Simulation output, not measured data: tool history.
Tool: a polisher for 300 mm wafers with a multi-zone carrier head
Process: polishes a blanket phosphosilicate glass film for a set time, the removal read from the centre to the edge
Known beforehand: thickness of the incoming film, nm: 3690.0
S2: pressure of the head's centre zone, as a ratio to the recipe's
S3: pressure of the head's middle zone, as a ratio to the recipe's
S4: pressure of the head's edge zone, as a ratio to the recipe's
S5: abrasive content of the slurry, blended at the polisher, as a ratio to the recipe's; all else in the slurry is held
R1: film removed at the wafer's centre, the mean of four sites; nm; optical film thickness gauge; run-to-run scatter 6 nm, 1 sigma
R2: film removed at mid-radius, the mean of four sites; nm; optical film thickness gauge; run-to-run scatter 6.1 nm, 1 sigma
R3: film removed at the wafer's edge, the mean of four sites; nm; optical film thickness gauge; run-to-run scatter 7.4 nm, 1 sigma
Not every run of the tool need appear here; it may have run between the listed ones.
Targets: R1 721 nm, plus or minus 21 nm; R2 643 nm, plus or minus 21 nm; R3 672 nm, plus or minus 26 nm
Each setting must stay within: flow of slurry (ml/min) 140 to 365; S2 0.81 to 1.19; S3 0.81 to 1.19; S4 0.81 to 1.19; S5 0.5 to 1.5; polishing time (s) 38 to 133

{"run": 1, "hour": 0.0, "flow of slurry (ml/min)": 235, "S2": 1, "S3": 1, "S4": 1, "S5": 1, "polishing time (s)": 85, "R1": 849.16, "R2": 832.08, "R3": 848.58}
{"run": 2, "hour": 8.8, "flow of slurry (ml/min)": 230, "S2": 1, "S3": 0.97, "S4": 0.97, "S5": 0.95, "polishing time (s)": 85, "R1": 849.4, "R2": 805.47, "R3": 827.27}
{"run": 3, "hour": 9.6, "flow of slurry (ml/min)": 190, "S2": 1, "S3": 0.97, "S4": 0.97, "S5": 0.95, "polishing time (s)": 85, "R1": 802, "R2": 791.07, "R3": 802.37}
{"run": 4, "hour": 15.3, "flow of slurry (ml/min)": 190, "S2": 0.92, "S3": 0.97, "S4": 0.97, "S5": 0.95, "polishing time (s)": 85, "R1": 754.21, "R2": 780.94, "R3": 798.2}
{"run": 5, "hour": 17.3, "flow of slurry (ml/min)": 190, "S2": 0.92, "S3": 0.97, "S4": 0.97, "S5": 0.95, "polishing time (s)": 65, "R1": 571.78, "R2": 599.36, "R3": 619.58}
{"run": 6, "hour": 25.0, "flow of slurry (ml/min)": 215, "S2": 0.95, "S3": 0.97, "S4": 0.97, "S5": 0.95, "polishing time (s)": 65, "R1": 598.55, "R2": 605.51, "R3": 620.05}
{"run": 7, "hour": 30.9, "flow of slurry (ml/min)": 235, "S2": 0.98, "S3": 0.97, "S4": 0.98, "S5": 0.95, "polishing time (s)": 65, "R1": 621.22, "R2": 622.5, "R3": 636.22}
{"run": 8, "hour": 33.9, "flow of slurry (ml/min)": 250, "S2": 1, "S3": 0.96, "S4": 0.98, "S5": 0.95, "polishing time (s)": 65, "R1": 651.87, "R2": 616.07, "R3": 637.29}
{"run": 9, "hour": 37.5, "flow of slurry (ml/min)": 265, "S2": 1.01, "S3": 0.96, "S4": 0.99, "S5": 0.95, "polishing time (s)": 65, "R1": 661.44, "R2": 629.58, "R3": 643.23}
{"run": 10, "hour": 44.1, "flow of slurry (ml/min)": 265, "S2": 1.01, "S3": 0.96, "S4": 0.99, "S5": 0.95, "polishing time (s)": 65, "R1": 668.29, "R2": 622.08, "R3": 639.02}
{"run": 11, "hour": 44.8, "flow of slurry (ml/min)": 275, "S2": 1.02, "S3": 0.96, "S4": 1, "S5": 0.95, "polishing time (s)": 65, "R1": 667.85, "R2": 623.73, "R3": 658.89}
{"run": 12, "hour": 52.8, "flow of slurry (ml/min)": 285, "S2": 1.03, "S3": 0.96, "S4": 1, "S5": 0.95, "polishing time (s)": 65, "R1": 674.44, "R2": 620.83, "R3": 645.82}

4 next moves are on the table. One of them brings every result within its allowed miss. Which?
{"run": "A", "hour": 60.8, "flow of slurry (ml/min)": 285, "S2": 1.01, "S3": 0.98, "S4": 1.04, "S5": 0.8, "polishing time (s)": 64, "R1": "?", "R2": "?", "R3": "?"}
{"run": "B", "hour": 60.8, "flow of slurry (ml/min)": 320, "S2": 1.06, "S3": 0.94, "S4": 1.02, "S5": 0.8, "polishing time (s)": 69, "R1": "?", "R2": "?", "R3": "?"}
{"run": "C", "hour": 60.8, "flow of slurry (ml/min)": 300, "S2": 1.02, "S3": 1.01, "S4": 1.01, "S5": 1, "polishing time (s)": 63, "R1": "?", "R2": "?", "R3": "?"}
{"run": "D", "hour": 60.8, "flow of slurry (ml/min)": 240, "S2": 1.17, "S3": 1.05, "S4": 1.03, "S5": 1.1, "polishing time (s)": 58, "R1": "?", "R2": "?", "R3": "?"}

move=A R1=630.48 R2=599.95 R3=621.55
move=B R1=722.68 R2=631.76 R3=671
move=C R1=669.75 R2=646.77 R3=644.22
move=D R1=706.55 R2=615.2 R3=601.61
A: further off than the last run
B: meets every target
C: further off than the last run
D: the worst result of the last run now meets its target, but another is out of spec
So the answer is move B, the one that meets all the targets.
